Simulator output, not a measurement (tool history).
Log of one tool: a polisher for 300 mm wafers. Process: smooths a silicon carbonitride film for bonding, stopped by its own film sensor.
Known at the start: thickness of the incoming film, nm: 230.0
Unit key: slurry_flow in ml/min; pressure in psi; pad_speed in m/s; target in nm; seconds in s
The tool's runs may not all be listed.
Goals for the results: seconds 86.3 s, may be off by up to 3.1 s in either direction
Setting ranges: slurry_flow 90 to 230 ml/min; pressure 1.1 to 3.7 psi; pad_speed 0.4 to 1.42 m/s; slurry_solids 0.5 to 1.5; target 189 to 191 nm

run,hour,slurry_flow,pressure,pad_speed,slurry_solids,target,seconds
1,0,150,2.4,0.9,1,191,152.93
2,7.6,150,2.4,0.9,0.85,191,162.25
3,12.9,150,2.6,0.9,0.85,191,152.67
4,21,150,2,0.9,0.85,191,192.29
5,25,150,2.2,0.92,0.85,191,173.12
6,33.2,150,2.4,0.94,0.85,191,157.47
7,35,150,2.6,0.94,0.85,191,143.89
8,40.9,150,2.7,0.94,0.85,191,139.89
9,44,150,2.8,0.94,0.85,191,137
10,47.9,150,2.9,0.96,0.85,191,125.01
11,55.4,150,3,0.96,0.85,191,125
12,61.5,150,3.1,0.98,0.85,191,118.19
13,70.1,150,3.2,1,0.85,191,111.4
14,71.6,150,3.3,1,0.85,191,109.45
15,73.1,150,3.3,1,0.85,191,108.13
16,79.5,150,3.4,1,0.85,191,107.46

Pick the move, out of 4, that brings all results within their allowed miss; only one does.
A,85.9,140,3.3,0.94,0.9,190,?
B,85.9,135,3.7,1.06,0.85,191,?
C,85.9,180,3.2,0.64,0.9,191,?
D,85.9,155,3.7,0.98,1.15,191,?

move,seconds
A,116.41
B,94.868
C,153.08
D,87.969
A: further off than the last run
B: moves toward the targets from the last run without getting all of them in spec
C: further off than the last run
D: each result inside its tolerance
Go with D: it meets all targets.
